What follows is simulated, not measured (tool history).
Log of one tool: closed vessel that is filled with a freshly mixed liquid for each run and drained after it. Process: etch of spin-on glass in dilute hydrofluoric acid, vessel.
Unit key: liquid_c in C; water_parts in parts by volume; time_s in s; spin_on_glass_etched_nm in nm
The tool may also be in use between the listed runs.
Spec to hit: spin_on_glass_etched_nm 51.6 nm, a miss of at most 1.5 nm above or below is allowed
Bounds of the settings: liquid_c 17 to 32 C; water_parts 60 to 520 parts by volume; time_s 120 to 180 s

run 1 hour=0 | liquid_c=24 water_parts=290 time_s=180 | spin_on_glass_etched_nm=20.37
run 2 hour=8.6 | liquid_c=25.5 water_parts=290 time_s=180 | spin_on_glass_etched_nm=21.484
run 3 hour=10.7 | liquid_c=25.5 water_parts=215 time_s=180 | spin_on_glass_etched_nm=31.14
run 4 hour=17.4 | liquid_c=26.5 water_parts=205 time_s=180 | spin_on_glass_etched_nm=34.583
run 5 hour=21.4 | liquid_c=27 water_parts=200 time_s=180 | spin_on_glass_etched_nm=36.13
run 6 hour=30 | liquid_c=27 water_parts=200 time_s=120 | spin_on_glass_etched_nm=24.018
-- hour=32.9 hydrofluoric acid flow meter replaced
run 7 hour=32.9 | liquid_c=27 water_parts=180 time_s=125 | spin_on_glass_etched_nm=26.107
run 8 hour=35.7 | liquid_c=27.5 water_parts=165 time_s=130 | spin_on_glass_etched_nm=31.049
run 9 hour=38.5 | liquid_c=27.5 water_parts=165 time_s=130 | spin_on_glass_etched_nm=31.231
run 10 hour=40.8 | liquid_c=28 water_parts=150 time_s=130 | spin_on_glass_etched_nm=35.536

Consider the 4 candidate settings below. Which is the only one whose results all fall within their allowed miss of target?
run A hour=43.1 | liquid_c=28 water_parts=195 time_s=140 | spin_on_glass_etched_nm=?
run B hour=43.1 | liquid_c=28 water_parts=255 time_s=135 | spin_on_glass_etched_nm=?
run C hour=43.1 | liquid_c=32 water_parts=160 time_s=175 | spin_on_glass_etched_nm=?
run D hour=43.1 | liquid_c=26.5 water_parts=125 time_s=180 | spin_on_glass_etched_nm=?

move=A spin_on_glass_etched_nm=28.001
move=B spin_on_glass_etched_nm=19.28
move=C spin_on_glass_etched_nm=51.324
move=D spin_on_glass_etched_nm=57.877
A: moves away from the targets compared with the last run
B: moves away from the targets compared with the last run
C: every result within its allowed miss
D: pushes the last run's worst result past its target
The move that meets every target is C.
